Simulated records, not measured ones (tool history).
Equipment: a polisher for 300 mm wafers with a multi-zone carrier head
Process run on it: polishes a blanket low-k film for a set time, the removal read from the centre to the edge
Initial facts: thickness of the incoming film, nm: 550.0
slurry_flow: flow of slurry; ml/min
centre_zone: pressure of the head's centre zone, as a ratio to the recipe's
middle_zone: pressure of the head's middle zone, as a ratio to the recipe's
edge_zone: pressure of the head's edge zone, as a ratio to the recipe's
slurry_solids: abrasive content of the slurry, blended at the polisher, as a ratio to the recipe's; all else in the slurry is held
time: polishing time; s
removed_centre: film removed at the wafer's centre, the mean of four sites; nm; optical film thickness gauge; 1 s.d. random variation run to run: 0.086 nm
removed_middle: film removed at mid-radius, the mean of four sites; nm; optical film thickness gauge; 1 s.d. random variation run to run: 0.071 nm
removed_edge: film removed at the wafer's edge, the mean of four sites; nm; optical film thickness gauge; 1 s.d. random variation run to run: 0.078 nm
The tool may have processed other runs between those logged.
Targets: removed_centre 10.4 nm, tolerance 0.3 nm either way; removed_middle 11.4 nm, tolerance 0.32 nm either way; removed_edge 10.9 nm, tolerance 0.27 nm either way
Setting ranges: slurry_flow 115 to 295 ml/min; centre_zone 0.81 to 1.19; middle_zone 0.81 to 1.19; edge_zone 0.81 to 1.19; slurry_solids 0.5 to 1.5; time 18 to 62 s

run 1 hour=0 | slurry_flow=190 centre_zone=1 middle_zone=1 edge_zone=1 slurry_solids=1 time=40 | removed_centre=14.169 removed_middle=14.068 removed_edge=14.245
run 2 hour=3.1 | slurry_flow=185 centre_zone=0.98 middle_zone=1 edge_zone=0.97 slurry_solids=0.95 time=40 | removed_centre=13.451 removed_middle=13.724 removed_edge=13.827
run 3 hour=8 | slurry_flow=185 centre_zone=0.98 middle_zone=0.96 edge_zone=0.97 slurry_solids=0.95 time=40 | removed_centre=13.657 removed_middle=13.353 removed_edge=13.87
run 4 hour=14.6 | slurry_flow=180 centre_zone=0.97 middle_zone=0.97 edge_zone=0.95 slurry_solids=0.85 time=40 | removed_centre=12.598 removed_middle=12.769 removed_edge=12.781
run 5 hour=18.1 | slurry_flow=180 centre_zone=0.97 middle_zone=0.97 edge_zone=0.9 slurry_solids=0.85 time=40 | removed_centre=12.873 removed_middle=12.767 removed_edge=12.603
run 6 hour=25.6 | slurry_flow=180 centre_zone=0.94 middle_zone=0.97 edge_zone=0.9 slurry_solids=0.85 time=40 | removed_centre=12.338 removed_middle=12.785 removed_edge=12.849
run 7 hour=33.9 | slurry_flow=140 centre_zone=0.91 middle_zone=0.99 edge_zone=0.81 slurry_solids=0.6 time=40 | removed_centre=9.9878 removed_middle=10.578 removed_edge=10.065
run 8 hour=34.5 | slurry_flow=150 centre_zone=0.91 middle_zone=0.99 edge_zone=0.82 slurry_solids=0.6 time=40 | removed_centre=10.064 removed_middle=10.914 removed_edge=10.195
run 9 hour=37 | slurry_flow=155 centre_zone=0.91 middle_zone=0.99 edge_zone=0.83 slurry_solids=0.6 time=40 | removed_centre=9.9798 removed_middle=10.979 removed_edge=10.262
run 10 hour=37.9 | slurry_flow=160 centre_zone=0.91 middle_zone=0.99 edge_zone=0.84 slurry_solids=0.6 time=40 | removed_centre=10.105 removed_middle=10.866 removed_edge=10.436

4 candidate next runs follow, results not yet known. Just one meets every target within its allowed miss. Identify it.
run A hour=38.8 | slurry_flow=185 centre_zone=0.98 middle_zone=0.99 edge_zone=0.87 slurry_solids=0.5 time=44 | removed_centre=? removed_middle=? removed_edge=?
run B hour=38.8 | slurry_flow=205 centre_zone=0.87 middle_zone=1.06 edge_zone=0.81 slurry_solids=0.65 time=40 | removed_centre=? removed_middle=? removed_edge=?
run C hour=38.8 | slurry_flow=215 centre_zone=0.91 middle_zone=1 edge_zone=0.88 slurry_solids=0.5 time=43 | removed_centre=? removed_middle=? removed_edge=?
run D hour=38.8 | slurry_flow=200 centre_zone=0.81 middle_zone=0.94 edge_zone=0.94 slurry_solids=0.55 time=43 | removed_centre=? removed_middle=? removed_edge=?

move=A removed_centre=11.24 removed_middle=11.387 removed_edge=10.859
move=B removed_centre=10.358 removed_middle=12.35 removed_edge=10.864
move=C removed_centre=10.417 removed_middle=11.422 removed_edge=10.82
move=D removed_centre=9.5734 removed_middle=11.372 removed_edge=11.578
A: the worst result of the last run now meets its target, but another is out of spec
B: the worst result of the last run now meets its target, but another is out of spec
C: all results in spec
D: moves the result that the last run missed by most past its target, out the other side
Go with C: it meets all targets.
